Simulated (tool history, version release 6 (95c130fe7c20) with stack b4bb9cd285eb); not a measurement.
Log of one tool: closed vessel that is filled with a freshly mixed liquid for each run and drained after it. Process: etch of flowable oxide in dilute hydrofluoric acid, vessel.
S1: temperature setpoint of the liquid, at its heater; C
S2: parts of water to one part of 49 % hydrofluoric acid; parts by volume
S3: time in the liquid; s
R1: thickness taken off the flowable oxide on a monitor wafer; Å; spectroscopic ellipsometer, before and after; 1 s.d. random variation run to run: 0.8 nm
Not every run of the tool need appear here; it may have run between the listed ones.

run	hour	S1	S2	S3	R1
1	0.0	22.0	95	85	388.76
2	2.8	25.5	95	85	447.96
3	6.6	25.5	95	85	446.95
4	15.2	26.5	75	85	596.02
5	23.5	27.5	60	85	799.29
6	30.8	27.5	90	85	509.61
7	34.1	28.0	75	85	640.52
8	40.5	28.5	60	85	831.43
9	47.3	29.0	50	85	1034.80
10	55.1	30.0	25	85	2236.50

Run 11 is up next; what results do you expect?
11	59.9	28.0	25	85	?

R1: 2068.40 Å

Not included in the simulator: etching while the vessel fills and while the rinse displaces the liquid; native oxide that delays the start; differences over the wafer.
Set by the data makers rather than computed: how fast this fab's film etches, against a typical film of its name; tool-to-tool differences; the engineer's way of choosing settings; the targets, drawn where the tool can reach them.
